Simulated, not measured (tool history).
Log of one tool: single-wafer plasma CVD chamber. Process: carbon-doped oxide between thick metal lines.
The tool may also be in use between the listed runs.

| run | hour | heater temperature setpoint (deg C) | chamber pressure (Torr) | RF power (W) | deposition time (s) | mean film thickness on the monitor wafer (Å) |
|---|---|---|---|---|---|---|
| 1 | 0.0 | 355 | 6.02 | 620 | 116 | 6394.1 |
| 2 | 0.7 | 355 | 6.02 | 620 | 116 | 6382.5 |
| 3 | 1.7 | 355 | 6.92 | 620 | 116 | 6439.0 |
| 4 | 6.0 | 352 | 7.03 | 655 | 116 | 6888.5 |
| 5 | 10.5 | 352 | 7.03 | 590 | 116 | 6268.5 |
| 6 | 15.0 | 349 | 7.19 | 620 | 116 | 6547.7 |

The next listed run, before its measurement:
| 7 | 18.1 | 349 | 7.26 | 650 | 116 | ? |

Run 7 gave mean film thickness on the monitor wafer (Å) 6848.2.

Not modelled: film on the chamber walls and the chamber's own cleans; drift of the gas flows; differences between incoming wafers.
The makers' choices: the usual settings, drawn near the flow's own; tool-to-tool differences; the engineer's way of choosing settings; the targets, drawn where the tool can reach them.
